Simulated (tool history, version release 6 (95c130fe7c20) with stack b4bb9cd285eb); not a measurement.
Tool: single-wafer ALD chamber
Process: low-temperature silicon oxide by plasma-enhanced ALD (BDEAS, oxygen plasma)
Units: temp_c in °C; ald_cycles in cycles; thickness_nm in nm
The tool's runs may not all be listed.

run  hour  temp_c  ald_cycles  thickness_nm
  1   0.0      90          47        7.3253
  2   8.0      94          47        7.1880
  3   9.9      90          48        7.4670
  4  16.3      99          48        7.1602
  5  20.2      93          48        7.4116
  6  29.1      89          49        7.6767
  7  35.3      86          50        7.8813
  8  36.7      84          51        8.0867
  9  41.0      82          52        8.3853
 10  43.8      81          52        8.4276
 11  47.5      80          52        8.4094

Forecast run 12:
 12  54.2      79          52             ?

thickness_nm: 8.4325 nm
